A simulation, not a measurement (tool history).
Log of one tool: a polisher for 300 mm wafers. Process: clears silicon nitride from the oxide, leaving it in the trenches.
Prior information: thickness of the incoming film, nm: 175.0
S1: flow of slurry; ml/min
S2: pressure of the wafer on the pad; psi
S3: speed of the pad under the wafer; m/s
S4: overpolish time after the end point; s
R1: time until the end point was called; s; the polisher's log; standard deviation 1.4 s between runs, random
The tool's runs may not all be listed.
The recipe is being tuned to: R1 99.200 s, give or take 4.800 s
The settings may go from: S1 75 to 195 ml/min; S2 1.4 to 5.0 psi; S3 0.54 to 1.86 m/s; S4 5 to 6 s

run,hour,S1,S2,S3,S4,R1
1,0.0,125,3.2,1.18,6,168.260
2,8.1,130,3.5,1.20,6,151.810
3,8.6,130,3.2,1.20,6,164.160
4,14.5,130,3.2,1.20,5,158.840
5,19.1,135,3.5,1.22,5,142.930
6,25.6,135,3.5,1.22,5,144.280
7,30.1,140,3.7,1.22,5,141.380
8,31.7,140,4.0,1.24,5,123.180
9,37.5,140,4.2,1.24,5,120.460
10,45.0,140,4.4,1.24,5,115.140
11,46.2,145,4.5,1.24,5,110.490
12,47.6,145,4.6,1.24,5,108.210

Which single option among these 5 for the next run brings every result within its allowed miss of target? Just one does.
A,49.0,165,5.0,0.98,5,?
B,49.0,145,3.9,1.40,5,?
C,49.0,150,4.4,1.42,6,?
D,49.0,125,4.2,1.80,6,?
E,49.0,140,4.8,1.10,5,?

move,R1
A,121.180
B,113.400
C,98.827
D,85.700
E,116.790
A: its largest miss is bigger than the last run's
B: its largest miss is bigger than the last run's
C: each result inside its tolerance
D: takes the biggest miss from the last run beyond its target
E: its largest miss is bigger than the last run's
C is the move that brings every result within its allowed miss.
